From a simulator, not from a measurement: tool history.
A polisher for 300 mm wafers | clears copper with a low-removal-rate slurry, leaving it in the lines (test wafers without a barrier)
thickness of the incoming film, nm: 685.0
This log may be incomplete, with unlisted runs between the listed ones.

run    day  flow of slurry (ml/min)  pressure of the wafer on the pad (psi)  speed of the pad under the wafer (cm/s)  abrasive content of the slurry  overpolish time after the end point (s)  time until the end point was called (s)  dishing of a wide line in a test structure (angstrom)
  1      0                      310                                     3.1                                      134                               1                                       27                                   136.94                                                 751.42
  2    0.1                      310                                     3.1                                      134                             1.2                                       27                                   133.66                                                 772.97
  3  0.121                      310                                     3.1                                      164                             1.2                                       27                                   106.99                                                 868.34
  4  0.179                      310                                       3                                      166                             1.2                                       26                                   111.92                                                 830.53
  5  0.292                      310                                     2.9                                      166                             1.2                                       25                                   112.59                                                 811.71
  6  0.575                      310                                     2.9                                      186                             1.2                                       25                                   102.26                                                 863.49

For run 7, what comes out?
  7  0.917                      310                                     2.8                                      186                             1.2                                       24                                        ?                                                      ?

Run 7 yielded time until the end point was called (s) 107.64, dishing of a wide line in a test structure (angstrom) 808.04.
